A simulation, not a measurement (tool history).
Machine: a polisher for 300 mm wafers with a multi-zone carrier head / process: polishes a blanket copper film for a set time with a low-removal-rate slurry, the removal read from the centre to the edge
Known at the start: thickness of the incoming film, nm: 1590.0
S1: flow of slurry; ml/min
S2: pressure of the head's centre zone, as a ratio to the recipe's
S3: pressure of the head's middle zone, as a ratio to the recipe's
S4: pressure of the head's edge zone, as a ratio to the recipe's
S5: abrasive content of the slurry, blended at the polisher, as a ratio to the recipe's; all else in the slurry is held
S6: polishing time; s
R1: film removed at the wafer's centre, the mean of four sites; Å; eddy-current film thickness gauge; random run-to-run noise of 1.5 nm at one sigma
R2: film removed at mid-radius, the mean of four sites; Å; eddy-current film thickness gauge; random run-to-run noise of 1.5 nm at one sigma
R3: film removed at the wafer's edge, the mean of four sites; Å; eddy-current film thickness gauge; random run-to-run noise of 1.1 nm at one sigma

run	hour	S1	S2	S3	S4	S5	S6	R1	R2	R3
1	0.0	225	1.00	1.00	1.00	1.00	40	1312.5	1339.1	1374.5
2	5.4	235	1.01	1.02	1.04	1.05	40	1379.3	1351.0	1408.0
3	7.8	235	1.01	1.02	1.07	1.05	40	1383.6	1375.6	1435.7
4	13.2	235	0.93	1.02	1.07	1.05	40	1262.9	1348.0	1445.3
5	19.4	235	0.93	1.02	1.07	1.25	40	1321.9	1381.3	1483.1
6	23.1	235	0.93	1.02	1.03	1.25	40	1329.4	1369.0	1462.1
7	30.4	245	0.93	1.04	1.06	1.30	40	1315.4	1443.5	1474.0
8	35.4	250	0.94	1.04	1.08	1.35	40	1339.0	1478.0	1521.5
9	42.5	260	0.96	1.03	1.10	1.40	40	1397.4	1466.6	1558.5
10	46.7	270	0.97	1.04	1.11	1.40	40	1419.2	1492.4	1562.0

Run 11 is up next; what results do you expect?
11	51.9	275	0.98	1.04	1.13	1.40	40	?	?	?

Logged for run 11: R1 1426.3 Å, R2 1463.6 Å, R3 1574.7 Å.
